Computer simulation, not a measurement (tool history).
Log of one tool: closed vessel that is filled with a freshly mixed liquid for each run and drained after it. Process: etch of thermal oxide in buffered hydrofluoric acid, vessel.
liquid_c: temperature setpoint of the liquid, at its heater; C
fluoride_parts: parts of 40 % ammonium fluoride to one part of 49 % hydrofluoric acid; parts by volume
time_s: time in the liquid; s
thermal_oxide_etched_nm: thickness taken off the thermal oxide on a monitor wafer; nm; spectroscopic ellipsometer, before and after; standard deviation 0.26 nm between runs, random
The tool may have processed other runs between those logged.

Run 1, hour 0.0: liquid_c 23.0 C, fluoride_parts 17.5 parts by volume, time_s 40 s. Result: thermal_oxide_etched_nm 24.643 nm.
Run 2, hour 6.6: liquid_c 24.5 C, fluoride_parts 17.5 parts by volume, time_s 40 s. Result: thermal_oxide_etched_nm 27.346 nm.
Run 3, hour 10.8: liquid_c 22.5 C, fluoride_parts 17.5 parts by volume, time_s 40 s. Result: thermal_oxide_etched_nm 24.555 nm.
Run 4, hour 17.6: liquid_c 24.0 C, fluoride_parts 17.5 parts by volume, time_s 40 s. Result: thermal_oxide_etched_nm 26.494 nm.
Run 5, hour 20.2: liquid_c 24.0 C, fluoride_parts 22.5 parts by volume, time_s 40 s. Result: thermal_oxide_etched_nm 20.725 nm.
Run 6, hour 28.3: liquid_c 24.0 C, fluoride_parts 22.5 parts by volume, time_s 40 s. Result: thermal_oxide_etched_nm 20.863 nm.

What does the tool deliver on the next run?
Run 7, hour 30.9: liquid_c 25.5 C, fluoride_parts 22.0 parts by volume, time_s 40 s. Result: thermal_oxide_etched_nm ?.

{"run 7": {"thermal_oxide_etched_nm": 22.932}}

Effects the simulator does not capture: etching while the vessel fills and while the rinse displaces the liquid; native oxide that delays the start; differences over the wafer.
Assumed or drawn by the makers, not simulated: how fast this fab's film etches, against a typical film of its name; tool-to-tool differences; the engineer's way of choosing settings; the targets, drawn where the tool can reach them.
